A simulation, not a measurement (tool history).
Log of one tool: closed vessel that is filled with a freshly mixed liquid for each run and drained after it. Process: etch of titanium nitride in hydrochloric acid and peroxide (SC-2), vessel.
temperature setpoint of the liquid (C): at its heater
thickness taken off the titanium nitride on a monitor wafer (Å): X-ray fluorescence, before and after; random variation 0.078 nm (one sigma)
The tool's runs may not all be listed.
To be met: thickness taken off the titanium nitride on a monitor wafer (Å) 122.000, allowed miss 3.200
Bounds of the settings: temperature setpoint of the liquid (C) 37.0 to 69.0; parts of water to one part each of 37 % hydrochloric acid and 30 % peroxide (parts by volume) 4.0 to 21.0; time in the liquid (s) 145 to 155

| run | hour | temperature setpoint of the liquid (C) | parts of water to one part each of 37 % hydrochloric acid and 30 % peroxide (parts by volume) | time in the liquid (s) | thickness taken off the titanium nitride on a monitor wafer (Å) |
|---|---|---|---|---|---|
| 1 | 0.0 | 53.0 | 11.5 | 145 | 70.254 |
| 2 | 6.6 | 55.5 | 11.5 | 145 | 83.260 |
| 3 | 15.9 | 57.0 | 11.5 | 145 | 91.091 |
| 4 | 21.1 | 57.0 | 14.5 | 145 | 73.638 |
| 5 | 27.9 | 59.0 | 14.5 | 145 | 84.990 |
| 6 | 31.2 | 60.5 | 14.5 | 145 | 92.962 |
| 7 | 34.9 | 61.5 | 14.5 | 145 | 98.824 |
| 8 | 39.7 | 61.5 | 14.5 | 145 | 98.407 |
| 9 | 46.9 | 62.5 | 14.5 | 145 | 104.450 |
| 10 | 53.9 | 63.0 | 14.5 | 145 | 107.450 |
| 11 | 61.4 | 63.5 | 14.5 | 145 | 111.780 |
| 12 | 66.5 | 64.0 | 14.5 | 145 | 116.860 |

5 next moves are on the table. One of them brings every result within its allowed miss. Which?
| A | 71.6 | 64.0 | 13.0 | 145 | ? |
| B | 71.6 | 57.5 | 8.5 | 155 | ? |
| C | 71.6 | 64.0 | 12.5 | 145 | ? |
| D | 71.6 | 64.5 | 14.0 | 145 | ? |
| E | 71.6 | 60.5 | 10.5 | 155 | ? |

| move | thickness taken off the titanium nitride on a monitor wafer (Å) |
|---|---|
| A | 128.770 |
| B | 131.030 |
| C | 133.210 |
| D | 124.470 |
| E | 133.000 |
A: takes the result that was furthest off past its target
B: takes the result that was furthest off past its target
C: takes the result that was furthest off past its target
D: meets every target
E: takes the result that was furthest off past its target
The right move is D.
